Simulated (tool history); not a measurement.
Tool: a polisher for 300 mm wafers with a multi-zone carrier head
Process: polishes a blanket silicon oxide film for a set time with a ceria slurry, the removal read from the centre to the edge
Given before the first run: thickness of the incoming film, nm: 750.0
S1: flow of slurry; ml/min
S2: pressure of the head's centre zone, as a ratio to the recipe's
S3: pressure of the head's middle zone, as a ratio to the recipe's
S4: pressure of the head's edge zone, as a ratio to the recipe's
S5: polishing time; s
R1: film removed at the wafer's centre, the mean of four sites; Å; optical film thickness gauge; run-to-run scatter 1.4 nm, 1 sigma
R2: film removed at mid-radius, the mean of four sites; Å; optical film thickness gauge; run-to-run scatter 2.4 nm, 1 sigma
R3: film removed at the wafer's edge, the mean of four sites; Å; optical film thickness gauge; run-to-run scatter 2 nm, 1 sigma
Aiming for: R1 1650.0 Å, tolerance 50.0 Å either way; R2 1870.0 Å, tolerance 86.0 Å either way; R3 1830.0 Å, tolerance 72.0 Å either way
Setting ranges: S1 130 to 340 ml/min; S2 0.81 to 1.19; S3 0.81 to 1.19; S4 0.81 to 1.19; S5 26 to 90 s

{"run": 1, "hour": 0.0, "S1": 220, "S2": 1.0, "S3": 1.0, "S4": 1.0, "S5": 58, "R1": 2178.6, "R2": 2174.5, "R3": 2170.9}
{"run": 2, "hour": 5.4, "S1": 220, "S2": 1.0, "S3": 1.0, "S4": 1.0, "S5": 48, "R1": 1834.6, "R2": 1772.1, "R3": 1782.8}
{"run": 3, "hour": 13.9, "S1": 255, "S2": 1.0, "S3": 1.0, "S4": 1.0, "S5": 48, "R1": 1856.6, "R2": 1871.9, "R3": 1786.7}
{"run": 4, "hour": 22.5, "S1": 250, "S2": 0.98, "S3": 1.0, "S4": 1.01, "S5": 48, "R1": 1812.7, "R2": 1789.3, "R3": 1838.0}
{"run": 5, "hour": 24.0, "S1": 250, "S2": 0.97, "S3": 1.02, "S4": 1.01, "S5": 48, "R1": 1807.9, "R2": 1887.3, "R3": 1796.4}
{"run": 6, "hour": 30.8, "S1": 250, "S2": 0.97, "S3": 1.02, "S4": 1.09, "S5": 48, "R1": 1813.1, "R2": 1875.2, "R3": 1872.6}
{"run": 7, "hour": 33.0, "S1": 245, "S2": 0.96, "S3": 1.02, "S4": 1.09, "S5": 48, "R1": 1791.3, "R2": 1845.8, "R3": 1840.2}
{"run": 8, "hour": 39.9, "S1": 220, "S2": 0.88, "S3": 1.06, "S4": 1.12, "S5": 49, "R1": 1649.9, "R2": 1929.1, "R3": 1910.2}

Consider the 5 candidate settings below. Which is the only one whose results all fall within their allowed miss of target?
{"run": "A", "hour": 46.8, "S1": 260, "S2": 0.85, "S3": 1.04, "S4": 1.19, "S5": 49, "R1": "?", "R2": "?", "R3": "?"}
{"run": "B", "hour": 46.8, "S1": 240, "S2": 0.92, "S3": 1.12, "S4": 1.16, "S5": 46, "R1": "?", "R2": "?", "R3": "?"}
{"run": "C", "hour": 46.8, "S1": 145, "S2": 0.97, "S3": 0.86, "S4": 1.19, "S5": 53, "R1": "?", "R2": "?", "R3": "?"}
{"run": "D", "hour": 46.8, "S1": 215, "S2": 0.93, "S3": 1.05, "S4": 1.09, "S5": 44, "R1": "?", "R2": "?", "R3": "?"}
{"run": "E", "hour": 46.8, "S1": 210, "S2": 0.89, "S3": 0.97, "S4": 1.19, "S5": 46, "R1": "?", "R2": "?", "R3": "?"}

move=A R1=1633.6 R2=1960.4 R3=1994.6
move=B R1=1643.2 R2=1900.4 R3=1839.2
move=C R1=1801.6 R2=1729.3 R3=2006.4
move=D R1=1561.4 R2=1724.9 R3=1700.8
move=E R1=1554.8 R2=1719.6 R3=1833.1
A: further off than the last run
B: all results in spec
C: further off than the last run
D: carries the result that was furthest off beyond its target, to the other side
E: brings the last run's worst result on target, with another outside its allowed miss
Go with B: it meets all targets.
